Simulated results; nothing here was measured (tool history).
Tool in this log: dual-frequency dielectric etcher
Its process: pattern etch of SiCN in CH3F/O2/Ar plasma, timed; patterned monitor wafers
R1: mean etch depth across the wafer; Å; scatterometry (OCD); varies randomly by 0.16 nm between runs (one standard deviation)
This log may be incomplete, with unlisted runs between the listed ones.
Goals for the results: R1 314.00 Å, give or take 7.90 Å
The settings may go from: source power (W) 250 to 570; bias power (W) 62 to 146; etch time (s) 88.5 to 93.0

Run 1, hour 0.0: source power (W) 410, bias power (W) 104, etch time (s) 88.5. Result: R1 356.67 Å.
Run 2, hour 3.9: source power (W) 380, bias power (W) 102, etch time (s) 88.5. Result: R1 342.46 Å.
Run 3, hour 6.7: source power (W) 340, bias power (W) 102, etch time (s) 88.5. Result: R1 335.57 Å.
Run 4, hour 14.1: source power (W) 410, bias power (W) 102, etch time (s) 88.5. Result: R1 354.45 Å.
Run 5, hour 19.1: source power (W) 410, bias power (W) 102, etch time (s) 88.5. Result: R1 353.84 Å.
Run 6, hour 22.0: source power (W) 360, bias power (W) 102, etch time (s) 88.5. Result: R1 340.65 Å.
Run 7, hour 26.6: source power (W) 340, bias power (W) 100, etch time (s) 88.5. Result: R1 332.19 Å.
Run 8, hour 30.6: source power (W) 330, bias power (W) 99, etch time (s) 88.5. Result: R1 328.09 Å.
Run 9, hour 37.3: source power (W) 320, bias power (W) 98, etch time (s) 88.5. Result: R1 324.78 Å.

Which of these 4 next moves meets every target?
Run A, hour 44.0: source power (W) 250, bias power (W) 79, etch time (s) 93.0. Result: R1 ?.
Run B, hour 44.0: source power (W) 250, bias power (W) 95, etch time (s) 92.5. Result: R1 ?.
Run C, hour 44.0: source power (W) 250, bias power (W) 93, etch time (s) 88.5. Result: R1 ?.
Run D, hour 44.0: source power (W) 260, bias power (W) 93, etch time (s) 88.5. Result: R1 ?.

move      R1
   A  293.58
   B  313.33
   C  297.32
   D  300.43
A: takes the result that was furthest off past its target
B: hits every target within its allowed miss
C: takes the result that was furthest off past its target
D: takes the result that was furthest off past its target
The move that meets every target is B.
